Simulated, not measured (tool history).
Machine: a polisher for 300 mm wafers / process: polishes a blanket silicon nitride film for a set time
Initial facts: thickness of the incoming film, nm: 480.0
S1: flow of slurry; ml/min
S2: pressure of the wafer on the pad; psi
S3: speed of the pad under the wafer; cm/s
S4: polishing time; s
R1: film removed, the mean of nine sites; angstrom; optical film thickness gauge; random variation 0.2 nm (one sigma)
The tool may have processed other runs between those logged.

run	hour	S1	S2	S3	S4	R1
1	0.0	195	4.3	86	41	830.69
2	7.9	195	4.3	66	41	678.22
3	12.4	190	3.9	60	41	560.99
4	19.8	185	3.5	58	41	494.18
5	21.9	180	3.2	56	41	440.71
6	24.0	180	2.8	56	41	389.12
7	32.3	175	2.6	56	41	357.26
8	33.8	125	1.9	56	41	251.82
9	41.8	135	1.9	56	41	256.67
10	42.6	140	1.9	56	41	257.38
11	45.3	145	1.9	56	41	259.84
12	48.2	150	1.9	56	41	260.38
13	56.4	160	1.9	56	41	265.39
14	61.7	165	1.9	56	41	264.48
15	65.5	175	1.9	56	41	268.20
16	71.9	180	1.9	56	41	265.78
17	77.2	185	1.9	56	41	271.45

Run 18, settings as shown, results not yet in. Your forecast:
18	83.8	190	1.9	56	41	?

Run 18 yielded R1 272.67 angstrom.
